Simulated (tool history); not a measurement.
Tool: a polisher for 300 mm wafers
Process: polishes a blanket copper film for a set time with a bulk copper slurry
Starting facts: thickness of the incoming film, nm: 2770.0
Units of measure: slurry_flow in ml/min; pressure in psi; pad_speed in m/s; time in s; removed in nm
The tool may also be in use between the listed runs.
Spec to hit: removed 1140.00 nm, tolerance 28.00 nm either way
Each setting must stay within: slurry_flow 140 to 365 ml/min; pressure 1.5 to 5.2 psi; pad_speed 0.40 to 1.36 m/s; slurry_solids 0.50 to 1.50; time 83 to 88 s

Run 1, hour 0.0: slurry_flow 235 ml/min, pressure 3.3 psi, pad_speed 0.88 m/s, slurry_solids 1.00, time 83 s. Result: removed 939.54 nm.
Run 2, hour 3.4: slurry_flow 240 ml/min, pressure 3.4 psi, pad_speed 0.88 m/s, slurry_solids 1.00, time 83 s. Result: removed 978.85 nm.
Run 3, hour 8.1: slurry_flow 245 ml/min, pressure 3.5 psi, pad_speed 0.88 m/s, slurry_solids 1.00, time 83 s. Result: removed 1005.20 nm.
Run 4, hour 9.5: slurry_flow 245 ml/min, pressure 3.5 psi, pad_speed 0.88 m/s, slurry_solids 1.20, time 83 s. Result: removed 1031.80 nm.
Run 5, hour 15.9: slurry_flow 250 ml/min, pressure 3.6 psi, pad_speed 0.88 m/s, slurry_solids 1.20, time 83 s. Result: removed 1070.80 nm.
Run 6, hour 22.7: slurry_flow 195 ml/min, pressure 3.6 psi, pad_speed 0.88 m/s, slurry_solids 1.20, time 83 s. Result: removed 1020.90 nm.
Run 7, hour 29.9: slurry_flow 210 ml/min, pressure 3.6 psi, pad_speed 0.88 m/s, slurry_solids 1.20, time 83 s. Result: removed 1043.00 nm.
Run 8, hour 31.0: slurry_flow 220 ml/min, pressure 3.6 psi, pad_speed 0.88 m/s, slurry_solids 1.20, time 83 s. Result: removed 1044.90 nm.

Of the 4 settings listed for the next run, only one would bring every result within its allowed miss of target. Which one?
Run A, hour 32.1: slurry_flow 225 ml/min, pressure 3.1 psi, pad_speed 1.06 m/s, slurry_solids 1.15, time 88 s. Result: removed ?.
Run B, hour 32.1: slurry_flow 270 ml/min, pressure 4.5 psi, pad_speed 0.68 m/s, slurry_solids 1.20, time 88 s. Result: removed ?.
Run C, hour 32.1: slurry_flow 190 ml/min, pressure 3.6 psi, pad_speed 0.94 m/s, slurry_solids 1.40, time 88 s. Result: removed ?.
Run D, hour 32.1: slurry_flow 185 ml/min, pressure 3.9 psi, pad_speed 0.88 m/s, slurry_solids 1.05, time 84 s. Result: removed ?.

move  removed
   A  1145.80
   B  1100.80
   C  1195.70
   D  1094.60
A: every result lands within tolerance
B: closes in on the targets versus the last run, not all within tolerance yet
C: the result that was furthest off in the last run now lies on the other side of its target
D: closes in on the targets versus the last run, not all within tolerance yet
Go with A: it meets all targets.
